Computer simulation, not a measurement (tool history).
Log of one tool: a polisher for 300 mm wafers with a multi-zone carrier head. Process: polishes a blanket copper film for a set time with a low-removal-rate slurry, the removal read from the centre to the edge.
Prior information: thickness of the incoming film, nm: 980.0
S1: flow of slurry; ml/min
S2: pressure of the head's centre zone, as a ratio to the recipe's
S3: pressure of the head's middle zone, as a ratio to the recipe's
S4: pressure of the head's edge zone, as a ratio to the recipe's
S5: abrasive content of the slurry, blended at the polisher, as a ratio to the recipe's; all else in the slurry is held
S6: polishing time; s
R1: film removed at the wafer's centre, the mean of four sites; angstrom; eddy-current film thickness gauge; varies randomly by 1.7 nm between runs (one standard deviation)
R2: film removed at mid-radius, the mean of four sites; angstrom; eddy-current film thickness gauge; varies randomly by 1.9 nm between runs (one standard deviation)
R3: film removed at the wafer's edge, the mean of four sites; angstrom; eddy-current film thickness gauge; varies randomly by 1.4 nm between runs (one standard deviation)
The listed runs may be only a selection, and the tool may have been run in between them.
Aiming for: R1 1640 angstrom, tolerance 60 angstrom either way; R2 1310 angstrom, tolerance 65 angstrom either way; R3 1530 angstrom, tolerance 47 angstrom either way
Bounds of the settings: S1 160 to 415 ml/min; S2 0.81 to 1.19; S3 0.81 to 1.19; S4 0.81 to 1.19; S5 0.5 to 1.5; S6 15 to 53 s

Run 1, hour 0: S1 265 ml/min, S2 1, S3 1, S4 1, S5 1, S6 34 s. Result: R1 1045.9 angstrom, R2 1053.7 angstrom, R3 1082.4 angstrom.
Run 2, hour 3.9: S1 270 ml/min, S2 1.03, S3 0.99, S4 1.02, S5 1.1, S6 35 s. Result: R1 1158.1 angstrom, R2 1071.8 angstrom, R3 1136.6 angstrom.
Run 3, hour 5.6: S1 270 ml/min, S2 1.03, S3 0.99, S4 1.04, S5 1.15, S6 36 s. Result: R1 1208.9 angstrom, R2 1188.6 angstrom, R3 1196.1 angstrom.
Run 4, hour 14: S1 270 ml/min, S2 1.04, S3 0.96, S4 1.06, S5 1.15, S6 37 s. Result: R1 1255.5 angstrom, R2 1170.1 angstrom, R3 1235.1 angstrom.
Run 5, hour 20: S1 270 ml/min, S2 1.05, S3 0.94, S4 1.07, S5 1.2, S6 38 s. Result: R1 1319.5 angstrom, R2 1149.8 angstrom, R3 1289.3 angstrom.
Run 6, hour 26.7: S1 270 ml/min, S2 1.06, S3 0.94, S4 1.08, S5 1.25, S6 38 s. Result: R1 1366.9 angstrom, R2 1191.6 angstrom, R3 1307.1 angstrom.
Run 7, hour 32.1: S1 270 ml/min, S2 1.06, S3 0.93, S4 1.09, S5 1.3, S6 38 s. Result: R1 1366.8 angstrom, R2 1194.1 angstrom, R3 1319.5 angstrom.
Run 8, hour 37.6: S1 275 ml/min, S2 1.07, S3 0.92, S4 1.1, S5 1.35, S6 38 s. Result: R1 1372.7 angstrom, R2 1154.2 angstrom, R3 1353.3 angstrom.
Run 9, hour 39.3: S1 280 ml/min, S2 1.08, S3 0.93, S4 1.11, S5 1.35, S6 38 s. Result: R1 1406.5 angstrom, R2 1194.3 angstrom, R3 1349.5 angstrom.
Run 10, hour 45.6: S1 280 ml/min, S2 1.09, S3 0.93, S4 1.12, S5 1.35, S6 38 s. Result: R1 1372.1 angstrom, R2 1196.9 angstrom, R3 1350.5 angstrom.
Run 11, hour 48.3: S1 280 ml/min, S2 1.1, S3 0.93, S4 1.12, S5 1.35, S6 39 s. Result: R1 1451.3 angstrom, R2 1225.3 angstrom, R3 1400.8 angstrom.
Run 12, hour 53.5: S1 280 ml/min, S2 1.11, S3 0.93, S4 1.13, S5 1.35, S6 39 s. Result: R1 1424.3 angstrom, R2 1219.7 angstrom, R3 1404.7 angstrom.
Run 13, hour 60.4: S1 285 ml/min, S2 1.12, S3 0.93, S4 1.13, S5 1.35, S6 39 s. Result: R1 1474 angstrom, R2 1238.1 angstrom, R3 1413.1 angstrom.
Run 14, hour 65.5: S1 290 ml/min, S2 1.13, S3 0.93, S4 1.14, S5 1.35, S6 39 s. Result: R1 1485.2 angstrom, R2 1232.4 angstrom, R3 1394.7 angstrom.
Run 15, hour 66.3: S1 295 ml/min, S2 1.14, S3 0.92, S4 1.15, S5 1.45, S6 40 s. Result: R1 1529.2 angstrom, R2 1282 angstrom, R3 1460.5 angstrom.
Run 16, hour 75.2: S1 295 ml/min, S2 1.15, S3 0.92, S4 1.15, S5 1.45, S6 40 s. Result: R1 1578.7 angstrom, R2 1254.4 angstrom, R3 1495.3 angstrom.
Run 17, hour 76.6: S1 300 ml/min, S2 1.16, S3 0.94, S4 1.15, S5 1.5, S6 40 s. Result: R1 1627 angstrom, R2 1313 angstrom, R3 1496 angstrom.

Which of these 5 next moves meets every target?
Run A, hour 78: S1 315 ml/min, S2 1.17, S3 1.01, S4 1.06, S5 1.5, S6 40 s. Result: R1 ?, R2 ?, R3 ?.
Run B, hour 78: S1 305 ml/min, S2 1.19, S3 0.96, S4 1.12, S5 1.35, S6 40 s. Result: R1 ?, R2 ?, R3 ?.
Run C, hour 78: S1 310 ml/min, S2 1.12, S3 1.01, S4 1.15, S5 1.5, S6 41 s. Result: R1 ?, R2 ?, R3 ?.
Run D, hour 78: S1 410 ml/min, S2 1.16, S3 0.93, S4 1.19, S5 1.5, S6 40 s. Result: R1 ?, R2 ?, R3 ?.
Run E, hour 78: S1 285 ml/min, S2 1.19, S3 1.07, S4 1.11, S5 1.5, S6 39 s. Result: R1 ?, R2 ?, R3 ?.

move      R1      R2      R3
   A  1660.9  1418.9  1445.1
   B  1647.2  1326.1  1443.5
   C  1626.6  1452.5  1529.5
   D  1684.6  1352.3  1542.4
   E  1630.8  1438.9  1423.8
A: lands further from the targets than the last run did
B: lands further from the targets than the last run did
C: gets the furthest-off result to its target, but another result is out of tolerance
D: all results in spec
E: lands further from the targets than the last run did
D is the move that brings every result within its allowed miss.
